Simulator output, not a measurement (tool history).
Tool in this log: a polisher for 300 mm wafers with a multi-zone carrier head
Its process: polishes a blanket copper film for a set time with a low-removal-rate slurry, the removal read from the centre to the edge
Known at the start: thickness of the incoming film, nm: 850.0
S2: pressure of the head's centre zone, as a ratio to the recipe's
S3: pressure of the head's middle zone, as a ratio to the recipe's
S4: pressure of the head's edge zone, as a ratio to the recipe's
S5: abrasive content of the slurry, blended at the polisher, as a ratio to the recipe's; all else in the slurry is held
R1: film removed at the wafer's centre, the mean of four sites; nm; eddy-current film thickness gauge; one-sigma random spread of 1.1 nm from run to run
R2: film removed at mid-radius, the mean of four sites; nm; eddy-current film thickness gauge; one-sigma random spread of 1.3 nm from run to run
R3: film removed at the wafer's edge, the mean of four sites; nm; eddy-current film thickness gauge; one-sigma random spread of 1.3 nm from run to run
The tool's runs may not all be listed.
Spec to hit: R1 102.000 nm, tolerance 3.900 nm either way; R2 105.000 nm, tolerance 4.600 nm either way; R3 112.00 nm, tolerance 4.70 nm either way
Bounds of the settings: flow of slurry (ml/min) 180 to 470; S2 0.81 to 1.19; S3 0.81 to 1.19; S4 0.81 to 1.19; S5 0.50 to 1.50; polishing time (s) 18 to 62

{"run": 1, "hour": 0.0, "flow of slurry (ml/min)": 300, "S2": 1.0, "S3": 1.0, "S4": 1.0, "S5": 1.0, "polishing time (s)": 40, "R1": 137.28, "R2": 137.72, "R3": 134.34}
{"run": 2, "hour": 5.1, "flow of slurry (ml/min)": 300, "S2": 1.0, "S3": 1.0, "S4": 1.0, "S5": 1.15, "polishing time (s)": 40, "R1": 144.97, "R2": 144.41, "R3": 142.92}
{"run": 3, "hour": 10.4, "flow of slurry (ml/min)": 365, "S2": 1.0, "S3": 1.0, "S4": 1.0, "S5": 1.15, "polishing time (s)": 40, "R1": 145.28, "R2": 148.22, "R3": 142.71}
{"run": 4, "hour": 17.7, "flow of slurry (ml/min)": 360, "S2": 0.98, "S3": 0.97, "S4": 1.0, "S5": 1.05, "polishing time (s)": 40, "R1": 138.43, "R2": 142.89, "R3": 141.84}
{"run": 5, "hour": 19.3, "flow of slurry (ml/min)": 350, "S2": 0.97, "S3": 0.95, "S4": 0.99, "S5": 0.95, "polishing time (s)": 39, "R1": 131.79, "R2": 130.31, "R3": 131.9}
{"run": 6, "hour": 21.2, "flow of slurry (ml/min)": 350, "S2": 0.97, "S3": 0.95, "S4": 1.04, "S5": 0.95, "polishing time (s)": 39, "R1": 132.3, "R2": 128.1, "R3": 135.45}
{"run": 7, "hour": 25.9, "flow of slurry (ml/min)": 350, "S2": 0.95, "S3": 0.94, "S4": 1.03, "S5": 0.85, "polishing time (s)": 39, "R1": 126.79, "R2": 125.48, "R3": 130.61}
{"run": 8, "hour": 34.5, "flow of slurry (ml/min)": 325, "S2": 0.85, "S3": 0.84, "S4": 0.98, "S5": 0.6, "polishing time (s)": 37, "R1": 94.826, "R2": 97.797, "R3": 108.44}

Consider the 4 candidate settings below. Which is the only one whose results all fall within their allowed miss of target?
{"run": "A", "hour": 43.1, "flow of slurry (ml/min)": 270, "S2": 0.84, "S3": 1.09, "S4": 0.84, "S5": 0.9, "polishing time (s)": 33, "R1": "?", "R2": "?", "R3": "?"}
{"run": "B", "hour": 43.1, "flow of slurry (ml/min)": 350, "S2": 0.88, "S3": 0.89, "S4": 0.95, "S5": 0.55, "polishing time (s)": 39, "R1": "?", "R2": "?", "R3": "?"}
{"run": "C", "hour": 43.1, "flow of slurry (ml/min)": 320, "S2": 0.83, "S3": 0.82, "S4": 0.99, "S5": 0.6, "polishing time (s)": 37, "R1": "?", "R2": "?", "R3": "?"}
{"run": "D", "hour": 43.1, "flow of slurry (ml/min)": 345, "S2": 0.81, "S3": 0.92, "S4": 0.99, "S5": 0.6, "polishing time (s)": 41, "R1": "?", "R2": "?", "R3": "?"}

move=A R1=91.730 R2=118.400 R3=100.86
move=B R1=101.320 R2=105.090 R3=112.12
move=C R1=92.178 R2=94.942 R3=110.76
move=D R1=100.350 R2=116.350 R3=123.10
A: further off than the last run
B: each result inside its tolerance
C: further off than the last run
D: the furthest-off result lands on target, but another misses its tolerance
The move that meets every target is B.
